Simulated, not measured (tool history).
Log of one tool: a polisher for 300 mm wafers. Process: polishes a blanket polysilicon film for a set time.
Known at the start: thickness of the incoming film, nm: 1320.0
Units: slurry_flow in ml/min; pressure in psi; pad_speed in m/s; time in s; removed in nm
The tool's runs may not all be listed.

Run 1, hour 0.0: slurry_flow 295 ml/min, pressure 2.5 psi, pad_speed 0.94 m/s, time 84 s. Result: removed 676.53 nm.
Run 2, hour 1.1: slurry_flow 295 ml/min, pressure 2.5 psi, pad_speed 0.78 m/s, time 84 s. Result: removed 551.47 nm.
Run 3, hour 5.4: slurry_flow 295 ml/min, pressure 2.4 psi, pad_speed 0.78 m/s, time 84 s. Result: removed 543.96 nm.
Run 4, hour 8.8: slurry_flow 295 ml/min, pressure 2.3 psi, pad_speed 0.78 m/s, time 84 s. Result: removed 515.64 nm.
Run 5, hour 9.8: slurry_flow 295 ml/min, pressure 2.3 psi, pad_speed 0.88 m/s, time 84 s. Result: removed 574.37 nm.
Run 6, hour 13.0: slurry_flow 295 ml/min, pressure 2.3 psi, pad_speed 0.88 m/s, time 89 s. Result: removed 622.06 nm.
Run 7, hour 17.8: slurry_flow 295 ml/min, pressure 2.2 psi, pad_speed 0.88 m/s, time 89 s. Result: removed 592.64 nm.
Run 8, hour 19.9: slurry_flow 295 ml/min, pressure 2.1 psi, pad_speed 0.88 m/s, time 89 s. Result: removed 563.14 nm.
Run 9, hour 27.7: slurry_flow 295 ml/min, pressure 2.0 psi, pad_speed 0.88 m/s, time 89 s. Result: removed 544.63 nm.
Run 10, hour 35.1: slurry_flow 295 ml/min, pressure 1.9 psi, pad_speed 0.88 m/s, time 89 s. Result: removed 514.08 nm.
Run 11, hour 38.6: slurry_flow 295 ml/min, pressure 1.8 psi, pad_speed 0.88 m/s, time 89 s. Result: removed 495.55 nm.

The next listed run, before its measurement:
Run 12, hour 41.0: slurry_flow 295 ml/min, pressure 1.7 psi, pad_speed 0.88 m/s, time 89 s. Result: removed ?.

{"run 12": {"removed": 466.2}}
